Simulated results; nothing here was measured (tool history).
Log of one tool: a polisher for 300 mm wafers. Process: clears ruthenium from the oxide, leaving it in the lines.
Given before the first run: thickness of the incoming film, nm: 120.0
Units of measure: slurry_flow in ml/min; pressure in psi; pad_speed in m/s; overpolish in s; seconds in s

{"run": 1, "day": 0.0, "slurry_flow": 175, "pressure": 2.3, "pad_speed": 0.76, "overpolish": 5, "seconds": 147.08}
{"run": 2, "day": 0.05, "slurry_flow": 175, "pressure": 2.3, "pad_speed": 0.9, "overpolish": 5, "seconds": 124.57}
{"run": 3, "day": 0.138, "slurry_flow": 175, "pressure": 2.1, "pad_speed": 0.9, "overpolish": 5, "seconds": 135.74}
{"run": 4, "day": 0.325, "slurry_flow": 200, "pressure": 2.1, "pad_speed": 0.9, "overpolish": 5, "seconds": 133.44}
{"run": 5, "day": 0.392, "slurry_flow": 200, "pressure": 1.9, "pad_speed": 0.9, "overpolish": 5, "seconds": 144.09}
{"run": 6, "day": 0.754, "slurry_flow": 200, "pressure": 1.8, "pad_speed": 0.9, "overpolish": 5, "seconds": 150.6}

Estimate the outcome of run 7 from the log above:
{"run": 7, "day": 0.904, "slurry_flow": 200, "pressure": 1.7, "pad_speed": 0.9, "overpolish": 5, "seconds": "?"}

seconds: 161.31 s
